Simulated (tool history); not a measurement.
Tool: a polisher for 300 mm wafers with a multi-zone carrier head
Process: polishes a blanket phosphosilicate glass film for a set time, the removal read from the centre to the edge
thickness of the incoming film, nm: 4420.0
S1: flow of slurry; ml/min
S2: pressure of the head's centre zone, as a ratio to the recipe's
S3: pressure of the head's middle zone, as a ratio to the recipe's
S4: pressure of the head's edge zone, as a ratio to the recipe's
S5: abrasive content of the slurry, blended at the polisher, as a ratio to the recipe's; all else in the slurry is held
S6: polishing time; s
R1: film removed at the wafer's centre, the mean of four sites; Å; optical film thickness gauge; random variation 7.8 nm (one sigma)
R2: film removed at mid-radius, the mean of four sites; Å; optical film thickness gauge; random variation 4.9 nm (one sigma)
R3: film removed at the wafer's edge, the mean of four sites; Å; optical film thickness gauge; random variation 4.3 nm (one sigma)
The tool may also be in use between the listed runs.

run 1 hour=0 | S1=305 S2=1 S3=1 S4=1 S5=1 S6=89 | R1=6197.4 R2=6116.1 R3=6303.4
run 2 hour=5.6 | S1=375 S2=1 S3=1 S4=1 S5=1 S6=89 | R1=6508.7 R2=6169.3 R3=6278.8
run 3 hour=14 | S1=375 S2=1 S3=1 S4=1.08 S5=1 S6=89 | R1=6382.2 R2=6325.8 R3=6547.8
run 4 hour=15.2 | S1=375 S2=1 S3=1 S4=1.01 S5=1 S6=89 | R1=6541.5 R2=6241.9 R3=6338.8
run 5 hour=23.8 | S1=380 S2=1 S3=0.99 S4=0.98 S5=0.95 S6=89 | R1=6168.6 R2=6123.3 R3=6042.3
run 6 hour=25.8 | S1=435 S2=1 S3=0.99 S4=0.98 S5=0.95 S6=89 | R1=6398.9 R2=5957.4 R3=6064.2
run 7 hour=33.4 | S1=440 S2=1.01 S3=0.98 S4=0.96 S5=0.9 S6=89 | R1=6326 R2=5765.4 R3=5813.3
run 8 hour=35.6 | S1=445 S2=1.01 S3=0.97 S4=0.94 S5=0.9 S6=89 | R1=6261.8 R2=5864.9 R3=5784.4
run 9 hour=36.6 | S1=450 S2=1.02 S3=0.95 S4=0.93 S5=0.85 S6=89 | R1=6014.3 R2=5487.6 R3=5600.8
run 10 hour=42.3 | S1=455 S2=1.03 S3=0.95 S4=0.91 S5=0.85 S6=89 | R1=5983 R2=5364.5 R3=5500.5
run 11 hour=49.2 | S1=460 S2=1.04 S3=0.95 S4=0.89 S5=0.85 S6=89 | R1=6102.7 R2=5493.7 R3=5493.3
run 12 hour=50.8 | S1=465 S2=1.05 S3=0.95 S4=0.88 S5=0.85 S6=89 | R1=6188.1 R2=5572 R3=5498.9
run 13 hour=57.1 | S1=465 S2=1.06 S3=0.94 S4=0.87 S5=0.85 S6=89 | R1=6207 R2=5395.1 R3=5453.2
run 14 hour=60.4 | S1=465 S2=1.06 S3=0.94 S4=0.87 S5=0.85 S6=89 | R1=6135 R2=5340.9 R3=5355.3
run 15 hour=68.3 | S1=465 S2=1.06 S3=0.94 S4=0.86 S5=0.85 S6=89 | R1=6099.8 R2=5487.4 R3=5348.5

Forecast run 16:
run 16 hour=72.9 | S1=465 S2=1.07 S3=0.93 S4=0.85 S5=0.85 S6=89 | R1=? R2=? R3=?

Run 16 gave R1 6406.5 Å, R2 5428.4 Å, R3 5304.8 Å.

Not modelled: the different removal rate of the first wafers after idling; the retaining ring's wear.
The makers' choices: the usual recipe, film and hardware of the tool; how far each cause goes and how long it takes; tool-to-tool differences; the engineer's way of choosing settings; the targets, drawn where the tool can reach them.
